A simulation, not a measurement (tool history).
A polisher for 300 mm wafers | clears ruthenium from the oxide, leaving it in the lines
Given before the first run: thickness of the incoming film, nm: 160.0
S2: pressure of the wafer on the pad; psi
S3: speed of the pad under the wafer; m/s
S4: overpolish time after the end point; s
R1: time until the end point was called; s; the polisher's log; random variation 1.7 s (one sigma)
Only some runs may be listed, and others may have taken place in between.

run 1 hour=0.0 | flow_of_slurry_(ml/min)=150 S2=2.2 S3=1.16 S4=5 | R1=117.77
run 2 hour=6.3 | flow_of_slurry_(ml/min)=150 S2=2.1 S3=1.16 S4=5 | R1=121.24
run 3 hour=13.8 | flow_of_slurry_(ml/min)=150 S2=2.0 S3=1.16 S4=5 | R1=128.11
run 4 hour=18.5 | flow_of_slurry_(ml/min)=150 S2=1.8 S3=1.16 S4=5 | R1=142.46
run 5 hour=25.5 | flow_of_slurry_(ml/min)=150 S2=1.7 S3=1.16 S4=5 | R1=151.47
run 6 hour=26.7 | flow_of_slurry_(ml/min)=150 S2=1.3 S3=1.16 S4=5 | R1=195.10
run 7 hour=35.4 | flow_of_slurry_(ml/min)=155 S2=1.3 S3=1.16 S4=5 | R1=192.57

Predict the results of run 8:
run 8 hour=43.4 | flow_of_slurry_(ml/min)=160 S2=1.3 S3=1.16 S4=5 | R1=?

Run 8 yielded R1 195.05 s.

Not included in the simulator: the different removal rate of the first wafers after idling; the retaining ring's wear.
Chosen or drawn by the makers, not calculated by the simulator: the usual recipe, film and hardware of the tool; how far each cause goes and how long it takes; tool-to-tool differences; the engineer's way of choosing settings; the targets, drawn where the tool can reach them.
